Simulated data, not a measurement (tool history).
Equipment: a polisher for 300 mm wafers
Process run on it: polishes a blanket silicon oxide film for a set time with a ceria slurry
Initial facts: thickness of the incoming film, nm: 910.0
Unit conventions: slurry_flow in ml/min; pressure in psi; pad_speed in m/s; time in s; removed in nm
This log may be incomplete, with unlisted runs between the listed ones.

run    day  slurry_flow  pressure  pad_speed  time  removed
  1      0          210       4.1       1.24    63   461.17
  2  0.296          210       3.7       1.24    63   415.22
  3    0.6          210       3.7       1.24    66   427.82
  4  0.725          210       3.7       1.24    66    430.9
  5   1.05          210       3.9       1.24    66   457.54
  6  1.104          210       4.1       1.24    66    489.5
  7  1.167          210       4.3       1.24    66   501.07

Predict the results of run 8:
  8  1.367          210       4.5       1.24    66        ?

{"run 8": {"removed": 537.77}}
